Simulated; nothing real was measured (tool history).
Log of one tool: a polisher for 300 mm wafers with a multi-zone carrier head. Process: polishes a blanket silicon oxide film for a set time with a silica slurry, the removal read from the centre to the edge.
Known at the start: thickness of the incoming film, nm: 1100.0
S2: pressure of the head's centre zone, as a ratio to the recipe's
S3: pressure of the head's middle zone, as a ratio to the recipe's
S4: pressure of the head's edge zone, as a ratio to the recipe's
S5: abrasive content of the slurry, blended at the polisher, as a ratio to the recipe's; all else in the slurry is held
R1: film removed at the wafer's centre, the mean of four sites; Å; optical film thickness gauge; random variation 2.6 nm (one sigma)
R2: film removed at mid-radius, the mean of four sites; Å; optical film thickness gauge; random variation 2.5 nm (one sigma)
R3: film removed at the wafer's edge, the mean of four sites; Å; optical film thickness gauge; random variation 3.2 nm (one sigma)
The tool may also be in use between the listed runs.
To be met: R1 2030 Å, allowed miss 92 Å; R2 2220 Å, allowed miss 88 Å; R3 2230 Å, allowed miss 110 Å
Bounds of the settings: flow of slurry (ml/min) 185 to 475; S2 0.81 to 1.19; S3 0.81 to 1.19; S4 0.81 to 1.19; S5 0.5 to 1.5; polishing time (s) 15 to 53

{"run": 1, "hour": 0.0, "flow of slurry (ml/min)": 305, "S2": 1, "S3": 1, "S4": 1, "S5": 1, "polishing time (s)": 34, "R1": 1505.3, "R2": 1511.8, "R3": 1510.2}
{"run": 2, "hour": 8.0, "flow of slurry (ml/min)": 350, "S2": 1, "S3": 1, "S4": 1, "S5": 1, "polishing time (s)": 34, "R1": 1472, "R2": 1510.9, "R3": 1530.2}
{"run": 3, "hour": 9.9, "flow of slurry (ml/min)": 350, "S2": 1.07, "S3": 1, "S4": 1, "S5": 1, "polishing time (s)": 34, "R1": 1635.6, "R2": 1526.5, "R3": 1565.4}
{"run": 4, "hour": 17.6, "flow of slurry (ml/min)": 425, "S2": 1.07, "S3": 1, "S4": 1, "S5": 1, "polishing time (s)": 34, "R1": 1665, "R2": 1545.1, "R3": 1584.1}
{"run": 5, "hour": 22.0, "flow of slurry (ml/min)": 425, "S2": 1.06, "S3": 1.01, "S4": 1.01, "S5": 1.05, "polishing time (s)": 34, "R1": 1658.3, "R2": 1551.1, "R3": 1615.2}
{"run": 6, "hour": 23.0, "flow of slurry (ml/min)": 425, "S2": 1.06, "S3": 1.01, "S4": 1.01, "S5": 1.05, "polishing time (s)": 38, "R1": 1881.4, "R2": 1778.1, "R3": 1777.8}
{"run": 7, "hour": 25.6, "flow of slurry (ml/min)": 425, "S2": 1.05, "S3": 1.02, "S4": 1.02, "S5": 1.1, "polishing time (s)": 38, "R1": 1883.7, "R2": 1821.5, "R3": 1844.4}
{"run": 8, "hour": 28.5, "flow of slurry (ml/min)": 425, "S2": 1.05, "S3": 1.03, "S4": 1.03, "S5": 1.15, "polishing time (s)": 38, "R1": 1907.9, "R2": 1852.5, "R3": 1828.5}
{"run": 9, "hour": 36.3, "flow of slurry (ml/min)": 425, "S2": 1.04, "S3": 1.03, "S4": 1.04, "S5": 1.2, "polishing time (s)": 38, "R1": 1867.6, "R2": 1858.6, "R3": 1908.2}
{"run": 10, "hour": 44.6, "flow of slurry (ml/min)": 425, "S2": 1.04, "S3": 1.04, "S4": 1.04, "S5": 1.25, "polishing time (s)": 38, "R1": 1959.4, "R2": 1947.5, "R3": 1944.4}
{"run": 11, "hour": 48.9, "flow of slurry (ml/min)": 410, "S2": 0.95, "S3": 1.07, "S4": 1.14, "S5": 1.4, "polishing time (s)": 39, "R1": 1896.7, "R2": 2047.5, "R3": 2181.7}
{"run": 12, "hour": 55.6, "flow of slurry (ml/min)": 410, "S2": 0.95, "S3": 1.08, "S4": 1.14, "S5": 1.4, "polishing time (s)": 39, "R1": 1925.7, "R2": 2103.7, "R3": 2132.4}
{"run": 13, "hour": 62.3, "flow of slurry (ml/min)": 410, "S2": 0.95, "S3": 1.09, "S4": 1.14, "S5": 1.45, "polishing time (s)": 39, "R1": 1905.9, "R2": 2088.2, "R3": 2147.1}
{"run": 14, "hour": 70.0, "flow of slurry (ml/min)": 410, "S2": 0.95, "S3": 1.09, "S4": 1.14, "S5": 1.45, "polishing time (s)": 39, "R1": 1918.7, "R2": 2061.3, "R3": 2217.2}
{"hour": 73.1, "done": "edge zone pressure recalibrated"}
{"run": 15, "hour": 73.1, "flow of slurry (ml/min)": 415, "S2": 0.95, "S3": 1.1, "S4": 1.14, "S5": 1.45, "polishing time (s)": 39, "R1": 1934.7, "R2": 2148.4, "R3": 2046.9}

Which of these 4 next moves meets every target?
{"run": "A", "hour": 76.2, "flow of slurry (ml/min)": 420, "S2": 1.07, "S3": 1.16, "S4": 1.14, "S5": 1.4, "polishing time (s)": 37, "R1": "?", "R2": "?", "R3": "?"}
{"run": "B", "hour": 76.2, "flow of slurry (ml/min)": 410, "S2": 0.96, "S3": 1.08, "S4": 1.19, "S5": 1.5, "polishing time (s)": 40, "R1": "?", "R2": "?", "R3": "?"}
{"run": "C", "hour": 76.2, "flow of slurry (ml/min)": 420, "S2": 0.81, "S3": 0.99, "S4": 1.14, "S5": 1.45, "polishing time (s)": 41, "R1": "?", "R2": "?", "R3": "?"}
{"run": "D", "hour": 76.2, "flow of slurry (ml/min)": 435, "S2": 0.9, "S3": 0.94, "S4": 1.19, "S5": 1.5, "polishing time (s)": 41, "R1": "?", "R2": "?", "R3": "?"}

move=A R1=1989.6 R2=2099.2 R3=1936.4
move=B R1=1969 R2=2226.7 R3=2189.3
move=C R1=1683.6 R2=2156.1 R3=2174.4
move=D R1=1897.7 R2=2124.2 R3=2253.3
A: further off than the last run
B: meets every target
C: brings the result that was furthest off to its target, and leaves another outside
D: brings the result that was furthest off to its target, and leaves another outside
The right move is B.

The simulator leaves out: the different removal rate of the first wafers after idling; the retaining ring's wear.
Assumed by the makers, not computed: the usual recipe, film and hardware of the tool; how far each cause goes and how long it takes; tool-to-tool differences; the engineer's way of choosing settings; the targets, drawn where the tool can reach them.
